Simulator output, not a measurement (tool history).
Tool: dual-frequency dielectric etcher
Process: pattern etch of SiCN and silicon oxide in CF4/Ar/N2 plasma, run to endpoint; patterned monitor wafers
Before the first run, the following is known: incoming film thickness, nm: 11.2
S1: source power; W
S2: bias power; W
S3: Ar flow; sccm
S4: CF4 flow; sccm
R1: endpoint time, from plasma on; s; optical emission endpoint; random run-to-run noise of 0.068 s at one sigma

run	hour	S1	S2	S3	S4	R1
1	0.0	470	53	77	80	12.848
2	5.0	470	61	77	80	12.127
3	8.7	470	61	82	80	12.325
4	10.2	470	61	90	80	12.440
5	11.4	400	61	90	80	14.907
6	17.2	400	61	100	80	15.154
7	23.0	450	62	100	80	13.042

Run 8, settings as shown, results not yet in. Your forecast:
8	24.4	480	62	100	80	?

{"run 8": {"R1": 12.413}}

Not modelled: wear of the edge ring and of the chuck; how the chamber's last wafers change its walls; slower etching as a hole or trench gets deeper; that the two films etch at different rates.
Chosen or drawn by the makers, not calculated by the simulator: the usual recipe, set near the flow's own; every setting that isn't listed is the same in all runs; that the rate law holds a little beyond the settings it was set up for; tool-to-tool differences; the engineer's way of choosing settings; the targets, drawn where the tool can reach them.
